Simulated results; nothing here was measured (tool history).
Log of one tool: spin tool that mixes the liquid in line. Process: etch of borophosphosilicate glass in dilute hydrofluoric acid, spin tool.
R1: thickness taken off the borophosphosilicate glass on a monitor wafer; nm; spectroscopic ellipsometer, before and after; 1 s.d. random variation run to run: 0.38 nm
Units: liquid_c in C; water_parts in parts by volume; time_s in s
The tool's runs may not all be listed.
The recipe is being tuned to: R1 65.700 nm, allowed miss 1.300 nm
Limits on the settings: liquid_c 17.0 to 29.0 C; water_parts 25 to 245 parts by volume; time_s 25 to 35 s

run 1 day=0.000 | liquid_c=21.0 water_parts=135 time_s=35 | R1=19.198
run 2 day=0.329 | liquid_c=23.5 water_parts=135 time_s=35 | R1=21.002
run 3 day=0.704 | liquid_c=27.0 water_parts=135 time_s=35 | R1=24.204
run 4 day=0.779 | liquid_c=27.0 water_parts=135 time_s=35 | R1=23.807
run 5 day=1.075 | liquid_c=27.0 water_parts=85 time_s=35 | R1=40.381
run 6 day=1.183 | liquid_c=23.5 water_parts=85 time_s=35 | R1=35.697
run 7 day=1.500 | liquid_c=25.0 water_parts=75 time_s=35 | R1=42.965
run 8 day=1.696 | liquid_c=25.0 water_parts=75 time_s=35 | R1=43.312
run 9 day=2.042 | liquid_c=29.0 water_parts=40 time_s=35 | R1=99.031
run 10 day=2.362 | liquid_c=27.5 water_parts=40 time_s=35 | R1=93.107

Which single option among these 4 for the next run brings every result within its allowed miss of target? Just one does.
run A day=2.683 | liquid_c=29.0 water_parts=25 time_s=35 | R1=?
run B day=2.683 | liquid_c=28.5 water_parts=60 time_s=35 | R1=?
run C day=2.683 | liquid_c=28.5 water_parts=50 time_s=30 | R1=?
run D day=2.683 | liquid_c=27.5 water_parts=50 time_s=30 | R1=?

move=A R1=163.480
move=B R1=63.344
move=C R1=66.119
move=D R1=63.534
A: misses by more than the last run did
B: the result that was furthest off in the last run now lies on the other side of its target
C: all results land within tolerance of their targets
D: the result that was furthest off in the last run now lies on the other side of its target
Correct choice: C, which meets every target
